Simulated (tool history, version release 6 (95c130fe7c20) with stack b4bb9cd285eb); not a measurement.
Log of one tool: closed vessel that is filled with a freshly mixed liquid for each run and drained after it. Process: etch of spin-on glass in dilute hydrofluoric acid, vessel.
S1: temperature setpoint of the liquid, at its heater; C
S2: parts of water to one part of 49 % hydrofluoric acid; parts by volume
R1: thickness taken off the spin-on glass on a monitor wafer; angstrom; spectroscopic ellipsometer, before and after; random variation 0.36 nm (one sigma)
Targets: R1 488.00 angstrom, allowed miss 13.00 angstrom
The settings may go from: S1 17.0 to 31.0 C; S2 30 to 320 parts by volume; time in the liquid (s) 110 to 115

{"run": 1, "hour": 0.0, "S1": 23.0, "S2": 175, "time in the liquid (s)": 110, "R1": 290.69}
{"run": 2, "hour": 3.2, "S1": 23.0, "S2": 175, "time in the liquid (s)": 115, "R1": 302.65}
{"run": 3, "hour": 9.3, "S1": 23.0, "S2": 225, "time in the liquid (s)": 115, "R1": 221.26}
{"run": 4, "hour": 10.0, "S1": 24.5, "S2": 210, "time in the liquid (s)": 115, "R1": 256.65}
{"run": 5, "hour": 18.8, "S1": 24.5, "S2": 210, "time in the liquid (s)": 110, "R1": 244.62}
{"run": 6, "hour": 25.0, "S1": 25.5, "S2": 200, "time in the liquid (s)": 110, "R1": 269.92}
{"run": 7, "hour": 25.8, "S1": 26.5, "S2": 190, "time in the liquid (s)": 110, "R1": 296.29}
{"run": 8, "hour": 29.9, "S1": 27.0, "S2": 180, "time in the liquid (s)": 110, "R1": 325.44}
{"run": 9, "hour": 31.7, "S1": 27.5, "S2": 175, "time in the liquid (s)": 110, "R1": 339.6}
{"run": 10, "hour": 33.8, "S1": 28.0, "S2": 170, "time in the liquid (s)": 110, "R1": 359.64}
{"run": 11, "hour": 39.7, "S1": 28.5, "S2": 165, "time in the liquid (s)": 110, "R1": 376.02}
{"run": 12, "hour": 41.0, "S1": 29.0, "S2": 160, "time in the liquid (s)": 110, "R1": 399.38}
{"run": 13, "hour": 43.8, "S1": 29.0, "S2": 160, "time in the liquid (s)": 110, "R1": 402.27}

4 next moves are on the table. One of them brings every result within its allowed miss. Which?
{"run": "A", "hour": 46.6, "S1": 30.0, "S2": 185, "time in the liquid (s)": 110, "R1": "?"}
{"run": "B", "hour": 46.6, "S1": 29.0, "S2": 185, "time in the liquid (s)": 110, "R1": "?"}
{"run": "C", "hour": 46.6, "S1": 28.5, "S2": 120, "time in the liquid (s)": 115, "R1": "?"}
{"run": "D", "hour": 46.6, "S1": 31.0, "S2": 150, "time in the liquid (s)": 115, "R1": "?"}

move=A R1=345.63
move=B R1=333.69
move=C R1=573.62
move=D R1=483.04
A: further off than the last run
B: further off than the last run
C: takes the result that was furthest off past its target
D: meets every target
The right move is D.
